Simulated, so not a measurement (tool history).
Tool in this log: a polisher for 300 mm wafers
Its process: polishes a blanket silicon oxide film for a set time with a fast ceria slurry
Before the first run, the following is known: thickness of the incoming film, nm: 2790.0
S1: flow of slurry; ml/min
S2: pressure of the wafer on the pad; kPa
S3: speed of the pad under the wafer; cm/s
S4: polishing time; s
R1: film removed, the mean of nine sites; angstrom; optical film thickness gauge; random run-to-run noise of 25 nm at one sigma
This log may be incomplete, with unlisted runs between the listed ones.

{"run": 1, "hour": 0.0, "S1": 215, "S2": 24.1, "S3": 96, "S4": 71, "R1": 12160}
{"run": 2, "hour": 3.4, "S1": 215, "S2": 24.1, "S3": 96, "S4": 71, "R1": 12634}
{"run": 3, "hour": 8.9, "S1": 215, "S2": 24.1, "S3": 96, "S4": 71, "R1": 12429}
{"run": 4, "hour": 13.6, "S1": 250, "S2": 24.1, "S3": 96, "S4": 71, "R1": 12365}
{"run": 5, "hour": 14.6, "S1": 250, "S2": 24.1, "S3": 96, "S4": 71, "R1": 12486}
{"run": 6, "hour": 21.4, "S1": 250, "S2": 24.1, "S3": 96, "S4": 75, "R1": 13368}
{"run": 7, "hour": 26.7, "S1": 250, "S2": 24.8, "S3": 96, "S4": 75, "R1": 13627}
{"run": 8, "hour": 34.4, "S1": 250, "S2": 25.5, "S3": 96, "S4": 75, "R1": 14177}
{"run": 9, "hour": 38.0, "S1": 250, "S2": 26.2, "S3": 96, "S4": 75, "R1": 14036}
{"run": 10, "hour": 45.0, "S1": 250, "S2": 26.9, "S3": 96, "S4": 75, "R1": 15187}

Run 11 is up next; what results do you expect?
{"run": 11, "hour": 47.8, "S1": 250, "S2": 29, "S3": 96, "S4": 75, "R1": "?"}

R1: 15615 angstrom
